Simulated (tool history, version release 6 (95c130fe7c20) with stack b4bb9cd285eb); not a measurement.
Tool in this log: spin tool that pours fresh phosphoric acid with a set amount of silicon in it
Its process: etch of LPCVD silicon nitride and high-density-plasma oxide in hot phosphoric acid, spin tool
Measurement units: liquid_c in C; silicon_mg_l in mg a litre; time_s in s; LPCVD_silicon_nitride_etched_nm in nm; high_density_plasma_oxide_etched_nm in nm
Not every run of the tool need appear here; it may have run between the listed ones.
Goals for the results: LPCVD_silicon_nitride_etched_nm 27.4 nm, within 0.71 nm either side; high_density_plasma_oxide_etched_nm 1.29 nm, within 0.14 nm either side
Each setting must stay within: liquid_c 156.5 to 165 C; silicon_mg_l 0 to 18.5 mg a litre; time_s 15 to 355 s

run	hour	liquid_c	silicon_mg_l	time_s	LPCVD_silicon_nitride_etched_nm	high_density_plasma_oxide_etched_nm
1	0	160	8	180	17.554	0.65467
2	0.7	160	8	240	23.606	0.84064
3	5.4	160.5	7	240	23.477	0.95284
4	13.1	161	7.5	245	24.545	0.94196
5	19.9	161.5	7	245	25.183	0.96712
6	25.3	161.5	7	215	21.762	0.82789
7	34.1	162	6	220	22.746	0.93462
8	41.2	162	6	220	23.116	0.97368
9	48.9	162.5	6	220	23.365	0.97285
10	56.2	165	1.5	240	27.541	1.4734

5 candidate next runs follow, results not yet known. Just one meets every target within its allowed miss. Identify it.
A	63.5	164	4.5	245	?	?
B	63.5	161.5	13	265	?	?
C	63.5	162	13	280	?	?
D	63.5	165	1.5	255	?	?
E	63.5	162	14.5	280	?	?

move	LPCVD_silicon_nitride_etched_nm	high_density_plasma_oxide_etched_nm
A	27.507	1.2803
B	27.386	0.95921
C	29.422	1.0514
D	29.588	1.518
E	29.422	1.0139
A: each result inside its tolerance
B: takes the result that was furthest off past its target
C: takes the result that was furthest off past its target
D: misses by more than the last run did
E: takes the result that was furthest off past its target
A meets every target.
